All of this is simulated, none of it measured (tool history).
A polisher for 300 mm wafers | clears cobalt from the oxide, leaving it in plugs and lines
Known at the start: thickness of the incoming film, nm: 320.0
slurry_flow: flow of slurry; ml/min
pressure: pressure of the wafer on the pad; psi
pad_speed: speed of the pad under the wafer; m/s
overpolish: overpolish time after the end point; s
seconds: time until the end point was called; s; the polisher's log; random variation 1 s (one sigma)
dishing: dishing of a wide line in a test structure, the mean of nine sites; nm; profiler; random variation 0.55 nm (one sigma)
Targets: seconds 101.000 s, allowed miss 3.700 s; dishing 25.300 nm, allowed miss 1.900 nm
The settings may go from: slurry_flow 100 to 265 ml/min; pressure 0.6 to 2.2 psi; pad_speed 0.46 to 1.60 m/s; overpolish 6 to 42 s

{"run": 1, "day": 0.0, "slurry_flow": 170, "pressure": 1.4, "pad_speed": 1.02, "overpolish": 21, "seconds": 86.115, "dishing": 49.234}
{"run": 2, "day": 0.25, "slurry_flow": 165, "pressure": 1.3, "pad_speed": 1.02, "overpolish": 16, "seconds": 95.054, "dishing": 39.328}
{"run": 3, "day": 0.55, "slurry_flow": 140, "pressure": 1.3, "pad_speed": 1.06, "overpolish": 13, "seconds": 91.481, "dishing": 34.536}
{"run": 4, "day": 0.662, "slurry_flow": 140, "pressure": 1.3, "pad_speed": 1.06, "overpolish": 19, "seconds": 94.269, "dishing": 41.558}
{"run": 5, "day": 0.95, "slurry_flow": 130, "pressure": 1.3, "pad_speed": 1.06, "overpolish": 14, "seconds": 94.024, "dishing": 35.762}
{"run": 6, "day": 1.167, "slurry_flow": 120, "pressure": 1.2, "pad_speed": 1.08, "overpolish": 11, "seconds": 100.51, "dishing": 30.165}
{"day": 1.529, "done": "head pressure recalibrated"}
{"run": 7, "day": 1.529, "slurry_flow": 115, "pressure": 1.2, "pad_speed": 1.08, "overpolish": 9, "seconds": 94.689, "dishing": 26.891}
{"run": 8, "day": 1.558, "slurry_flow": 110, "pressure": 1.2, "pad_speed": 1.08, "overpolish": 9, "seconds": 94.416, "dishing": 25.859}

Which of these 5 next moves meets every target?
{"run": "A", "day": 1.588, "slurry_flow": 110, "pressure": 1.0, "pad_speed": 1.2, "overpolish": 9, "seconds": "?", "dishing": "?"}
{"run": "B", "day": 1.588, "slurry_flow": 100, "pressure": 1.3, "pad_speed": 1.14, "overpolish": 7, "seconds": "?", "dishing": "?"}
{"run": "C", "day": 1.588, "slurry_flow": 115, "pressure": 0.9, "pad_speed": 1.18, "overpolish": 11, "seconds": "?", "dishing": "?"}
{"run": "D", "day": 1.588, "slurry_flow": 135, "pressure": 1.1, "pad_speed": 0.96, "overpolish": 10, "seconds": "?", "dishing": "?"}
{"run": "E", "day": 1.588, "slurry_flow": 100, "pressure": 1.2, "pad_speed": 1.12, "overpolish": 8, "seconds": "?", "dishing": "?"}

move=A seconds=101.500 dishing=25.322
move=B seconds=85.192 dishing=23.860
move=C seconds=112.670 dishing=27.235
move=D seconds=111.710 dishing=25.526
move=E seconds=93.360 dishing=24.655
A: meets every target
B: further off than the last run
C: takes the result that was furthest off past its target
D: takes the result that was furthest off past its target
E: further off than the last run
Move A is the one to make.
